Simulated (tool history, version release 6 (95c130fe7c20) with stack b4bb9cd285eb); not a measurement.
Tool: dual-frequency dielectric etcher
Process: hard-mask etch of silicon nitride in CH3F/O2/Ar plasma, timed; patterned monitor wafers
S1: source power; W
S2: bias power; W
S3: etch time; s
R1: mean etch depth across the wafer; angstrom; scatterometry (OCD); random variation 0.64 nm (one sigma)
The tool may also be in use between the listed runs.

Run 1, day 0.000: S1 280 W, S2 100 W, S3 215.5 s. Result: R1 1552.8 angstrom.
Run 2, day 0.025: S1 280 W, S2 100 W, S3 225.5 s. Result: R1 1623.8 angstrom.
Run 3, day 0.167: S1 330 W, S2 100 W, S3 225.5 s. Result: R1 1714.4 angstrom.
Run 4, day 0.508: S1 300 W, S2 93 W, S3 224.5 s. Result: R1 1584.4 angstrom.
Run 5, day 0.662: S1 300 W, S2 93 W, S3 225.5 s. Result: R1 1595.6 angstrom.
Run 6, day 0.946: S1 320 W, S2 93 W, S3 225.5 s. Result: R1 1644.1 angstrom.
Run 7, day 1.258: S1 290 W, S2 90 W, S3 225.0 s. Result: R1 1536.4 angstrom.
Run 8, day 1.483: S1 270 W, S2 89 W, S3 225.0 s. Result: R1 1492.0 angstrom.
Run 9, day 1.712: S1 260 W, S2 88 W, S3 225.0 s. Result: R1 1454.8 angstrom.

Run 10 comes next. What will it give?
Run 10, day 2.033: S1 250 W, S2 88 W, S3 225.0 s. Result: R1 ?.

Run 10 gave R1 1430.2 angstrom.

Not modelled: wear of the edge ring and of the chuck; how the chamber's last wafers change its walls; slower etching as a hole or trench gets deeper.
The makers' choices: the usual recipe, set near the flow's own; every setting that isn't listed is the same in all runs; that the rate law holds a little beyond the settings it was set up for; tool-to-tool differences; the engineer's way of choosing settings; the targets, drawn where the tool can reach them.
